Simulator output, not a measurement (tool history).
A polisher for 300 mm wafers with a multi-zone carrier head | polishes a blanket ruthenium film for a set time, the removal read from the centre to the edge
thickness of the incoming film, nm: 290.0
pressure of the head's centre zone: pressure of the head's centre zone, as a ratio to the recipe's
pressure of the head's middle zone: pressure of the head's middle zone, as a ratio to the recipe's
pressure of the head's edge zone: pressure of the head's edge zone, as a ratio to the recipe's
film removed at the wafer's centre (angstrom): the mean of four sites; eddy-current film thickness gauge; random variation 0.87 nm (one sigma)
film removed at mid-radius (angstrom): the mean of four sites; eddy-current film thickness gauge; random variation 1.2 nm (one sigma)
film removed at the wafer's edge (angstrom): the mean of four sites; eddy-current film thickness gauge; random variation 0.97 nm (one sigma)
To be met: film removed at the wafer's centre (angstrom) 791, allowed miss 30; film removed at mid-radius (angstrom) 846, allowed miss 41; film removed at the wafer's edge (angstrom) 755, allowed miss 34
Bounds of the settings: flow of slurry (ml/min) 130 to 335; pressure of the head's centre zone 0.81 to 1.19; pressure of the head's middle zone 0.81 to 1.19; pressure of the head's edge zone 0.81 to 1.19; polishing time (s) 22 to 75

run	day	flow of slurry (ml/min)	pressure of the head's centre zone	pressure of the head's middle zone	pressure of the head's edge zone	polishing time (s)	film removed at the wafer's centre (angstrom)	film removed at mid-radius (angstrom)	film removed at the wafer's edge (angstrom)
1	0	215	1	1	1	48	556.96	614.97	619.66
2	0.158	215	1	1	0.97	48	545.48	597	615.28
3	0.4	220	1.02	1.02	0.99	49	580.01	628.09	644.79
4	0.554	225	1.04	1.04	0.96	50	603	641.11	656.64
5	0.783	205	1.04	1.04	0.96	50	596.63	639.27	637.28
6	0.892	240	1.04	1.04	0.96	50	619.67	663.19	652.61
7	1.229	250	1.05	1.06	0.97	50	629.4	686.6	666.45
8	1.592	255	1.07	1.07	0.98	50	643.35	676.05	661.79
# day 1.933: centre zone pressure recalibrated
9	1.933	260	1.08	1.09	0.98	51	732.4	680.78	678.84
10	2.012	265	1.07	1.1	0.97	52	738.87	730.92	697.81

Which of these 4 next moves meets every target?
A	2.092	235	0.95	1.19	0.99	58	?	?	?
B	2.092	285	0.97	1.1	0.86	60	?	?	?
C	2.092	320	1.1	1.16	0.94	48	?	?	?
D	2.092	290	0.91	1.13	0.89	59	?	?	?

move	film removed at the wafer's centre (angstrom)	film removed at mid-radius (angstrom)	film removed at the wafer's edge (angstrom)
A	719.44	847.96	749.05
B	779.44	844.86	739.62
C	717.27	711.99	621.48
D	720.28	850.01	739.49
A: brings the result that was furthest off to its target, and leaves another outside
B: meets every target
C: further off than the last run
D: brings the result that was furthest off to its target, and leaves another outside
Move B is the one to make.
